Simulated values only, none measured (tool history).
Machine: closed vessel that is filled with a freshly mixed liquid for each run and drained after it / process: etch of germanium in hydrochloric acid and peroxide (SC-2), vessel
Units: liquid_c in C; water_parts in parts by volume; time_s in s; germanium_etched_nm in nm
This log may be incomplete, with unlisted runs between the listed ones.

{"run": 1, "hour": 0.0, "liquid_c": 58.0, "water_parts": 9.5, "time_s": 85, "germanium_etched_nm": 299.02}
{"run": 2, "hour": 6.5, "liquid_c": 55.5, "water_parts": 9.5, "time_s": 85, "germanium_etched_nm": 276.05}
{"run": 3, "hour": 13.3, "liquid_c": 53.5, "water_parts": 9.5, "time_s": 85, "germanium_etched_nm": 262.74}
{"run": 4, "hour": 17.5, "liquid_c": 53.5, "water_parts": 9.5, "time_s": 95, "germanium_etched_nm": 289.33}
{"run": 5, "hour": 18.9, "liquid_c": 50.5, "water_parts": 9.5, "time_s": 95, "germanium_etched_nm": 262.52}
{"run": 6, "hour": 21.1, "liquid_c": 47.0, "water_parts": 9.5, "time_s": 95, "germanium_etched_nm": 230.86}
{"run": 7, "hour": 28.0, "liquid_c": 46.5, "water_parts": 9.5, "time_s": 95, "germanium_etched_nm": 231.02}
{"run": 8, "hour": 32.8, "liquid_c": 46.0, "water_parts": 9.5, "time_s": 95, "germanium_etched_nm": 228.56}
{"run": 9, "hour": 34.8, "liquid_c": 45.5, "water_parts": 9.5, "time_s": 95, "germanium_etched_nm": 225.88}
{"run": 10, "hour": 36.6, "liquid_c": 45.0, "water_parts": 9.5, "time_s": 95, "germanium_etched_nm": 220.83}
{"run": 11, "hour": 39.5, "liquid_c": 44.5, "water_parts": 9.5, "time_s": 95, "germanium_etched_nm": 215.14}
{"run": 12, "hour": 44.9, "liquid_c": 44.0, "water_parts": 9.5, "time_s": 95, "germanium_etched_nm": 211.91}
{"run": 13, "hour": 51.5, "liquid_c": 43.5, "water_parts": 9.5, "time_s": 95, "germanium_etched_nm": 211.56}

Run 14 has not been measured yet. What should we expect?
{"run": 14, "hour": 59.5, "liquid_c": 42.5, "water_parts": 10.0, "time_s": 95, "germanium_etched_nm": "?"}

For run 14 the tool returned germanium_etched_nm 200.85 nm.
